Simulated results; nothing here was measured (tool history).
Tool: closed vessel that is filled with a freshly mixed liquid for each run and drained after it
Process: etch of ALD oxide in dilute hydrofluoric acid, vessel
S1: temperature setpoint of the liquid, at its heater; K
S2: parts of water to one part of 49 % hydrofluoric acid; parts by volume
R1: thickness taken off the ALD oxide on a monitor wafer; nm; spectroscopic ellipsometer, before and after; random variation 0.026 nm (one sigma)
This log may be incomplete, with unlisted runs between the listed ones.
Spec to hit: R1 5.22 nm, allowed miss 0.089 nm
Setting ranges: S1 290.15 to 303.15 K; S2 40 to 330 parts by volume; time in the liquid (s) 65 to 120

run 1 hour=0 | S1=295.15 S2=185 time_in_the_liquid_(s)=120 | R1=9.2665
run 2 hour=7.7 | S1=295.15 S2=230 time_in_the_liquid_(s)=120 | R1=7.1597
run 3 hour=14.2 | S1=294.65 S2=235 time_in_the_liquid_(s)=120 | R1=6.9225
run 4 hour=15.8 | S1=294.15 S2=240 time_in_the_liquid_(s)=120 | R1=6.5464
run 5 hour=24.3 | S1=297.65 S2=240 time_in_the_liquid_(s)=120 | R1=7.3605
run 6 hour=25.7 | S1=300.15 S2=240 time_in_the_liquid_(s)=120 | R1=8.1007
run 7 hour=29.6 | S1=299.15 S2=240 time_in_the_liquid_(s)=120 | R1=7.8889
run 8 hour=36.7 | S1=298.15 S2=240 time_in_the_liquid_(s)=120 | R1=7.5346
run 9 hour=42.8 | S1=297.15 S2=240 time_in_the_liquid_(s)=120 | R1=7.2893
run 10 hour=49.5 | S1=293.15 S2=255 time_in_the_liquid_(s)=120 | R1=5.8532
run 11 hour=52.7 | S1=293.15 S2=255 time_in_the_liquid_(s)=120 | R1=5.8725

Exercise: of the 4 proposed moves below, exactly one satisfies all targets within the stated allowed misses. Which move is it?
run A hour=55.9 | S1=293.15 S2=280 time_in_the_liquid_(s)=120 | R1=?
run B hour=55.9 | S1=294.15 S2=250 time_in_the_liquid_(s)=105 | R1=?
run C hour=55.9 | S1=293.65 S2=250 time_in_the_liquid_(s)=120 | R1=?
run D hour=55.9 | S1=292.65 S2=265 time_in_the_liquid_(s)=120 | R1=?

move=A R1=5.2161
move=B R1=5.4547
move=C R1=6.1191
move=D R1=5.4842
A: hits every target within its allowed miss
B: nearer than the last run, and not there yet
C: misses by more than the last run did
D: nearer than the last run, and not there yet
So the answer is move A, the one that meets all the targets.
